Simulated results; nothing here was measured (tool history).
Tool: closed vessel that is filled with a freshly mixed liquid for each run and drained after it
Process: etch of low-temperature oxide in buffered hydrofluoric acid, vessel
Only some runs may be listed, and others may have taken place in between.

run,day,temperature setpoint of the liquid (°C),parts of 40 % ammonium fluoride to one part of 49 % hydrofluoric acid (parts by volume),time in the liquid (s),thickness taken off the low-temperature oxide on a monitor wafer (nm)
1,0.000,23.0,9.5,105,335.37
2,0.125,24.0,9.5,105,347.26
3,0.442,24.0,12.0,105,285.28
4,0.550,24.0,12.0,105,282.25
5,0.746,24.0,11.0,105,307.03
6,1.033,26.0,11.0,105,341.92
7,1.388,27.0,11.0,105,364.89
8,1.721,27.5,11.0,105,370.00
9,1.788,28.0,11.0,105,383.47
10,2.038,28.5,11.0,105,392.70

Run 11, settings as shown, results not yet in. Your forecast:
11,2.300,29.0,11.0,105,?

thickness taken off the low-temperature oxide on a monitor wafer (nm): 409.20
